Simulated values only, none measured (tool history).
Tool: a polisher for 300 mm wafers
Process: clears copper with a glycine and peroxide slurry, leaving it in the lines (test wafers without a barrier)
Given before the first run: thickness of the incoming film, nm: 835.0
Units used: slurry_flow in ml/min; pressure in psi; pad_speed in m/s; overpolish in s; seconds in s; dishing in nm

run  hour  slurry_flow  pressure  pad_speed  overpolish  seconds  dishing
  1     0          245       2.5       1.14          22   164.76   70.043
  2   3.9          300       2.5       1.14          22   158.58    70.71
  3   8.7          300       2.3       1.14          20   171.51   64.056
  4    12          275       2.3       1.14          20   172.91   62.531
  5  15.9          235       2.3       1.14          20   175.37   62.697
  6  24.7          235       2.2       1.14          19   179.18   59.735
  7  32.3          235       1.6       1.12          14   239.19    37.41

Expected results for the next run?
  8  33.1          235       1.7       1.12          15        ?        ?

{"run 8": {"seconds": 226.93, "dishing": 41.03}}

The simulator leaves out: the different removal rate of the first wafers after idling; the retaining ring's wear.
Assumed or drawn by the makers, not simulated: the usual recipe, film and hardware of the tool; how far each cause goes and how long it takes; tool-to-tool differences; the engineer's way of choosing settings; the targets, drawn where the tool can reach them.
